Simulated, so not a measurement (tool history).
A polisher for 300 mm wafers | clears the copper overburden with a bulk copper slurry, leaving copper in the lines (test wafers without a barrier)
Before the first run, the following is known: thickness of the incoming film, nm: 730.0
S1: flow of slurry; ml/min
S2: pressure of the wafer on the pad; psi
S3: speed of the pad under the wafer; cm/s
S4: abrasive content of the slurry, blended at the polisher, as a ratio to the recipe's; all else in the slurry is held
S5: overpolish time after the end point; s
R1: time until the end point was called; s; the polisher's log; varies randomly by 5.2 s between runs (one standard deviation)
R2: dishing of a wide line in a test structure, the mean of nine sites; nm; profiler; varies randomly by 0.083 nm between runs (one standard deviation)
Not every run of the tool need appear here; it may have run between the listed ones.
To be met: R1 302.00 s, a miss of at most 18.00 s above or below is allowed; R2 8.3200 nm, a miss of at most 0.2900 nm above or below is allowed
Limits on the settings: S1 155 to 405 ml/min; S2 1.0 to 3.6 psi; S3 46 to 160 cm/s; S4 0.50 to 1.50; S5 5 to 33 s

Run 1, hour 0.0: S1 260 ml/min, S2 2.3 psi, S3 102 cm/s, S4 1.00, S5 17 s. Result: R1 125.81 s, R2 19.5520 nm.
Run 2, hour 3.3: S1 270 ml/min, S2 2.0 psi, S3 88 cm/s, S4 1.05, S5 14 s. Result: R1 163.54 s, R2 17.5070 nm.
Run 3, hour 6.5: S1 305 ml/min, S2 1.7 psi, S3 76 cm/s, S4 1.15, S5 12 s. Result: R1 214.19 s, R2 15.4260 nm.
Run 4, hour 12.1: S1 330 ml/min, S2 1.5 psi, S3 70 cm/s, S4 1.25, S5 10 s. Result: R1 249.15 s, R2 12.8020 nm.
At hour 15.5: slurry nozzle cleaned.
Run 5, hour 15.5: S1 350 ml/min, S2 1.4 psi, S3 70 cm/s, S4 1.30, S5 9 s. Result: R1 259.67 s, R2 12.0770 nm.
Run 6, hour 19.8: S1 350 ml/min, S2 1.4 psi, S3 70 cm/s, S4 1.30, S5 5 s. Result: R1 265.32 s, R2 8.2947 nm.
Run 7, hour 22.0: S1 350 ml/min, S2 1.3 psi, S3 70 cm/s, S4 1.30, S5 5 s. Result: R1 286.00 s, R2 7.6881 nm.
Run 8, hour 27.5: S1 350 ml/min, S2 1.3 psi, S3 68 cm/s, S4 1.30, S5 5 s. Result: R1 290.55 s, R2 7.5241 nm.
Run 9, hour 34.3: S1 340 ml/min, S2 1.2 psi, S3 68 cm/s, S4 1.25, S5 13 s. Result: R1 303.53 s, R2 13.2270 nm.

5 candidate next runs follow, results not yet known. Just one meets every target within its allowed miss. Identify it.
Run A, hour 41.1: S1 320 ml/min, S2 1.0 psi, S3 72 cm/s, S4 1.25, S5 7 s. Result: R1 ?, R2 ?.
Run B, hour 41.1: S1 405 ml/min, S2 1.0 psi, S3 72 cm/s, S4 1.20, S5 6 s. Result: R1 ?, R2 ?.
Run C, hour 41.1: S1 345 ml/min, S2 1.1 psi, S3 76 cm/s, S4 1.20, S5 6 s. Result: R1 ?, R2 ?.
Run D, hour 41.1: S1 325 ml/min, S2 1.3 psi, S3 56 cm/s, S4 1.20, S5 7 s. Result: R1 ?, R2 ?.
Run E, hour 41.1: S1 375 ml/min, S2 1.0 psi, S3 78 cm/s, S4 1.25, S5 5 s. Result: R1 ?, R2 ?.

move      R1      R2
   A  354.24  8.1852
   B  351.58  7.3330
   C  309.03  8.0972
   D  355.00  8.2185
   E  323.80  6.7850
A: brings the result that was furthest off to its target, and leaves another outside
B: takes the biggest miss from the last run beyond its target
C: every result within its allowed miss
D: brings the result that was furthest off to its target, and leaves another outside
E: takes the biggest miss from the last run beyond its target
So the answer is move C, the one that meets all the targets.

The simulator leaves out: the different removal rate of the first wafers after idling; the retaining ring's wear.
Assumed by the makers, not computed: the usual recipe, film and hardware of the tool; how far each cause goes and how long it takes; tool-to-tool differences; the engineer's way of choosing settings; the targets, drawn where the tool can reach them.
